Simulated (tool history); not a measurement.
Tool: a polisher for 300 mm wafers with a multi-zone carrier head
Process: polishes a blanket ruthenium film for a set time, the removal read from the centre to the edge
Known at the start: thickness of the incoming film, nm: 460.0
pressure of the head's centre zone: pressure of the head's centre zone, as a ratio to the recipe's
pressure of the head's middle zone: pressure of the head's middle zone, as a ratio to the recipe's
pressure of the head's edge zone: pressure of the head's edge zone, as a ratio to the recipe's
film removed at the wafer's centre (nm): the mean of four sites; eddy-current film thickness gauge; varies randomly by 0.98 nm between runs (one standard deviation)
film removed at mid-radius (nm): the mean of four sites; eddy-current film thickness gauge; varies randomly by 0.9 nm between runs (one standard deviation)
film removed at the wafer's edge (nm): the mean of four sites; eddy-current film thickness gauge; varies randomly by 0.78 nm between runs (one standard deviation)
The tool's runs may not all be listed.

run	day	flow of slurry (ml/min)	pressure of the head's centre zone	pressure of the head's middle zone	pressure of the head's edge zone	polishing time (s)	film removed at the wafer's centre (nm)	film removed at mid-radius (nm)	film removed at the wafer's edge (nm)
1	0.000	230	1.00	1.00	1.00	41	66.271	66.185	66.463
2	0.138	235	1.00	1.01	1.05	43	71.242	70.026	71.289
3	0.383	235	1.00	1.01	1.05	50	81.640	81.146	83.043
4	0.404	235	1.00	1.07	1.05	50	82.564	85.039	84.097
5	0.617	235	1.00	1.07	1.05	59	95.653	100.400	97.536
6	0.783	225	0.97	1.02	1.03	58	91.259	92.990	93.465

What will run 7 give?
7	0.825	215	0.94	0.99	1.02	58	?	?	?

film removed at the wafer's centre (nm): 88.037
film removed at mid-radius (nm): 91.099
film removed at the wafer's edge (nm): 94.837

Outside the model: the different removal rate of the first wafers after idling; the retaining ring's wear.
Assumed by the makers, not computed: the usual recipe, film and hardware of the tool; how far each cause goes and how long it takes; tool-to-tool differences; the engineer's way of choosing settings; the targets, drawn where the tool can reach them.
